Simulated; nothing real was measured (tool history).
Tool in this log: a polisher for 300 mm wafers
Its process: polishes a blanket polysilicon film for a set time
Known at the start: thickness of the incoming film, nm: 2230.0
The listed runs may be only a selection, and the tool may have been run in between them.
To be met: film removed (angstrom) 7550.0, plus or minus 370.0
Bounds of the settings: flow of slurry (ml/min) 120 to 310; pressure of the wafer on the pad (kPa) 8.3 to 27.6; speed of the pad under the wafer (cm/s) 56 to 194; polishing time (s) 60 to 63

| run | day | flow of slurry (ml/min) | pressure of the wafer on the pad (kPa) | speed of the pad under the wafer (cm/s) | polishing time (s) | film removed (angstrom) |
|---|---|---|---|---|---|---|
| 1 | 0.000 | 200 | 17.9 | 124 | 60 | 6035.8 |
| 2 | 0.183 | 200 | 17.9 | 124 | 60 | 6007.2 |
| 3 | 0.500 | 220 | 17.9 | 124 | 60 | 6173.7 |
| 4 | 0.742 | 220 | 17.9 | 124 | 63 | 6277.7 |
| 5 | 0.871 | 220 | 13.8 | 124 | 63 | 5177.1 |
| 6 | 1.096 | 220 | 13.8 | 156 | 63 | 6094.5 |
| 7 | 1.321 | 220 | 13.8 | 156 | 63 | 6160.7 |
| 8 | 1.662 | 220 | 14.5 | 156 | 63 | 6634.4 |
| 9 | 1.921 | 220 | 15.9 | 156 | 63 | 6987.7 |

Which of these 4 next moves meets every target?
| A | 2.179 | 265 | 17.2 | 150 | 63 | ? |
| B | 2.179 | 250 | 19.3 | 152 | 62 | ? |
| C | 2.179 | 255 | 18.6 | 158 | 62 | ? |
| D | 2.179 | 215 | 14.5 | 148 | 63 | ? |

| move | film removed (angstrom) |
|---|---|
| A | 7433.9 |
| B | 8128.6 |
| C | 8142.5 |
| D | 6155.0 |
A: hits every target within its allowed miss
B: carries the result that was furthest off beyond its target, to the other side
C: carries the result that was furthest off beyond its target, to the other side
D: moves away from the targets compared with the last run
Go with A: it meets all targets.
